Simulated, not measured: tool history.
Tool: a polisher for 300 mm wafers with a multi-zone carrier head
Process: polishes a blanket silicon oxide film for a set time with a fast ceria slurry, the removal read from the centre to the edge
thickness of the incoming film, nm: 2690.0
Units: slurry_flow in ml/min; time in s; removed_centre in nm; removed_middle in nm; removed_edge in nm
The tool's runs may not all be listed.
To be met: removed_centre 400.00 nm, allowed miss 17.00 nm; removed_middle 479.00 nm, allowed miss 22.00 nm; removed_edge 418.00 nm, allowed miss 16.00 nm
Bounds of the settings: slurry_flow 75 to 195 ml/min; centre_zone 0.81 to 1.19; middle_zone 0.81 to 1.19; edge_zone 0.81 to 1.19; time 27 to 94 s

run 1 day=0.000 | slurry_flow=125 centre_zone=1.00 middle_zone=1.00 edge_zone=1.00 time=60 | removed_centre=672.49 removed_middle=622.52 removed_edge=659.41
run 2 day=0.192 | slurry_flow=150 centre_zone=1.00 middle_zone=1.00 edge_zone=1.00 time=60 | removed_centre=696.02 removed_middle=659.95 removed_edge=667.30
run 3 day=0.508 | slurry_flow=150 centre_zone=1.00 middle_zone=1.00 edge_zone=1.00 time=47 | removed_centre=549.58 removed_middle=514.97 removed_edge=517.03
run 4 day=0.575 | slurry_flow=150 centre_zone=0.98 middle_zone=1.01 edge_zone=0.99 time=46 | removed_centre=527.71 removed_middle=520.40 removed_edge=504.56
run 5 day=0.725 | slurry_flow=150 centre_zone=0.92 middle_zone=1.01 edge_zone=0.99 time=46 | removed_centre=498.85 removed_middle=495.14 removed_edge=518.03
run 6 day=0.996 | slurry_flow=150 centre_zone=0.86 middle_zone=1.01 edge_zone=0.99 time=46 | removed_centre=469.79 removed_middle=509.38 removed_edge=517.11
run 7 day=1.142 | slurry_flow=150 centre_zone=0.86 middle_zone=1.02 edge_zone=0.97 time=45 | removed_centre=467.72 removed_middle=503.93 removed_edge=493.96
run 8 day=1.442 | slurry_flow=145 centre_zone=0.85 middle_zone=1.03 edge_zone=0.96 time=45 | removed_centre=460.18 removed_middle=518.33 removed_edge=500.91
run 9 day=1.517 | slurry_flow=145 centre_zone=0.85 middle_zone=1.03 edge_zone=0.95 time=44 | removed_centre=454.30 removed_middle=501.27 removed_edge=469.03
run 10 day=1.796 | slurry_flow=140 centre_zone=0.85 middle_zone=1.03 edge_zone=0.95 time=44 | removed_centre=437.72 removed_middle=494.36 removed_edge=471.82

Which of these 5 next moves meets every target?
run A day=2.075 | slurry_flow=145 centre_zone=0.83 middle_zone=1.10 edge_zone=0.88 time=40 | removed_centre=? removed_middle=? removed_edge=?
run B day=2.075 | slurry_flow=140 centre_zone=0.84 middle_zone=0.92 edge_zone=1.03 time=48 | removed_centre=? removed_middle=? removed_edge=?
run C day=2.075 | slurry_flow=130 centre_zone=0.86 middle_zone=0.93 edge_zone=1.00 time=46 | removed_centre=? removed_middle=? removed_edge=?
run D day=2.075 | slurry_flow=160 centre_zone=1.05 middle_zone=1.09 edge_zone=0.85 time=40 | removed_centre=? removed_middle=? removed_edge=?
run E day=2.075 | slurry_flow=140 centre_zone=0.87 middle_zone=1.08 edge_zone=0.98 time=41 | removed_centre=? removed_middle=? removed_edge=?

move=A removed_centre=402.12 removed_middle=487.09 removed_edge=424.91
move=B removed_centre=482.68 removed_middle=498.96 removed_edge=544.02
move=C removed_centre=463.03 removed_middle=474.98 removed_edge=508.85
move=D removed_centre=496.97 removed_middle=491.86 removed_edge=424.59
move=E removed_centre=424.48 removed_middle=487.90 removed_edge=453.63
A: meets every target
B: further off than the last run
C: further off than the last run
D: brings the result that was furthest off to its target, and leaves another outside
E: nearer than the last run, and not there yet
The right move is A.
